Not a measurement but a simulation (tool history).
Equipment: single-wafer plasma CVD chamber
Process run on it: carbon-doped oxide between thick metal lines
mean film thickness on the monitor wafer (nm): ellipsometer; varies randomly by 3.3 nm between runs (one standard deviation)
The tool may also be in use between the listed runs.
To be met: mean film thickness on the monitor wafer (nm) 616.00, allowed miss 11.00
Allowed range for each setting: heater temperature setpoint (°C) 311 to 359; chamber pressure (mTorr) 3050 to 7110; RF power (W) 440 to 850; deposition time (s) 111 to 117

| run | day | heater temperature setpoint (°C) | chamber pressure (mTorr) | RF power (W) | deposition time (s) | mean film thickness on the monitor wafer (nm) |
|---|---|---|---|---|---|---|
| 1 | 0.000 | 335 | 5080 | 645 | 117 | 723.52 |
| 2 | 0.279 | 335 | 4410 | 645 | 117 | 703.87 |
| 3 | 0.575 | 335 | 4890 | 645 | 117 | 716.83 |
| 4 | 0.946 | 335 | 4890 | 645 | 111 | 673.11 |
| 5 | 1.058 | 331 | 4890 | 645 | 111 | 682.57 |
| 6 | 1.154 | 331 | 4730 | 640 | 111 | 678.93 |
| 7 | 1.312 | 332 | 4600 | 635 | 111 | 666.76 |
| 8 | 1.479 | 333 | 4480 | 635 | 111 | 658.43 |
| 9 | 1.612 | 334 | 4410 | 635 | 111 | 667.07 |
| 10 | 1.875 | 334 | 4340 | 625 | 111 | 657.67 |
| 11 | 2.129 | 334 | 4240 | 620 | 111 | 644.10 |
| 12 | 2.329 | 335 | 4180 | 620 | 111 | 651.21 |
| 13 | 2.508 | 335 | 4180 | 620 | 111 | 641.45 |
| 14 | 2.879 | 336 | 4130 | 620 | 111 | 638.14 |
| 15 | 2.904 | 337 | 4100 | 620 | 111 | 644.69 |
| 16 | 3.150 | 337 | 4030 | 615 | 111 | 636.45 |
| 17 | 3.508 | 337 | 3980 | 615 | 111 | 639.81 |
| 18 | 3.671 | 337 | 3980 | 615 | 111 | 633.06 |
| 19 | 3.754 | 337 | 3940 | 615 | 111 | 637.06 |
| 20 | 3.983 | 337 | 3880 | 615 | 111 | 626.57 |
| 21 | 4.342 | 337 | 3860 | 615 | 111 | 628.36 |
| 22 | 4.667 | 337 | 3830 | 615 | 111 | 629.92 |

Exactly one of the 4 candidate moves below puts every result within its allowed miss. Which one?
| A | 4.992 | 323 | 4510 | 580 | 111 | ? |
| B | 4.992 | 345 | 3290 | 605 | 114 | ? |
| C | 4.992 | 337 | 3840 | 650 | 111 | ? |
| D | 4.992 | 338 | 4070 | 625 | 111 | ? |

| move | mean film thickness on the monitor wafer (nm) |
|---|---|
| A | 654.86 |
| B | 616.38 |
| C | 650.70 |
| D | 641.52 |
A: lands further from the targets than the last run did
B: in spec on every target
C: lands further from the targets than the last run did
D: lands further from the targets than the last run did
Answer: B

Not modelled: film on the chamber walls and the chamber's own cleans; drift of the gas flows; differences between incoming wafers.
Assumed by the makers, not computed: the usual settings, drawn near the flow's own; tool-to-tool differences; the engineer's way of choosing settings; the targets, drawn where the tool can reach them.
